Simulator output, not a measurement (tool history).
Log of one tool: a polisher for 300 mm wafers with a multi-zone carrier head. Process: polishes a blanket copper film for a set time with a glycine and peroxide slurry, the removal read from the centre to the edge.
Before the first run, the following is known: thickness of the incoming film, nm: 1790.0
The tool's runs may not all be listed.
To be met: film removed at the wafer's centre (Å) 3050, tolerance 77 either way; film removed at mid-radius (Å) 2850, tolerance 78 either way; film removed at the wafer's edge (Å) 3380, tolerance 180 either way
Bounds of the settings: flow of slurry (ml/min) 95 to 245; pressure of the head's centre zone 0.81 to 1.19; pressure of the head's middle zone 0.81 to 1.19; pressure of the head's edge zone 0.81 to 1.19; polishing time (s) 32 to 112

run  hour  flow of slurry (ml/min)  pressure of the head's centre zone  pressure of the head's middle zone  pressure of the head's edge zone  polishing time (s)  film removed at the wafer's centre (Å)  film removed at mid-radius (Å)  film removed at the wafer's edge (Å)
  1     0                      155                                   1                                   1                                 1                  72                                  4633.7                          4486.3                                4498.9
  2   2.1                      155                                0.94                                   1                                 1                  72                                  4319.7                          4503.8                                  4521
  3   4.4                      150                                0.94                                0.98                                 1                  70                                  4185.5                          4234.1                                4445.9
  4    12                      150                                0.94                                1.02                                 1                  70                                  4149.1                            4487                                4378.4
  5  14.8                      135                                0.94                                1.02                                 1                  70                                  4125.5                          4280.5                                4294.9
  6  21.3                      135                                0.94                                1.02                                 1                  59                                    3439                          3628.6                                3680.4
  7  25.5                      100                                0.89                                0.92                              0.94                  56                                  2811.3                          2957.4                                3237.5
  8  26.8                      100                                 0.9                                0.91                              0.94                  56                                  2881.5                          2991.1                                3212.5
  9  28.8                      100                                 0.9                                 0.9                              0.95                  56                                  2890.9                          2963.7                                3264.8

Next run, 5 choices. One meets every target within its allowed miss, the rest don't. Which?
  A  30.8                      100                                0.91                                0.84                              1.11                  62                                       ?                               ?                                     ?
  B  30.8                       95                                0.92                                0.81                              1.16                  63                                       ?                               ?                                     ?
  C  30.8                       95                                0.91                                0.81                              1.09                  64                                       ?                               ?                                     ?
  D  30.8                      125                                0.93                                0.84                              1.05                  54                                       ?                               ?                                     ?
  E  30.8                      100                                0.88                                0.85                              0.89                  61                                       ?                               ?                                     ?

move  film removed at the wafer's centre (Å)  film removed at mid-radius (Å)  film removed at the wafer's edge (Å)
   A                                  3222.3                          3057.8                                3850.5
   B                                  3249.1                            2984                                  3961
   C                                  3264.8                          3031.9                                3897.8
   D                                  3073.5                          2827.9                                3398.7
   E                                    3066                            3034                                3405.6
A: takes the biggest miss from the last run beyond its target
B: takes the biggest miss from the last run beyond its target
C: takes the biggest miss from the last run beyond its target
D: hits every target within its allowed miss
E: meets the target for the result that was furthest off, but another lies outside its allowed miss
Move D is the one to make.
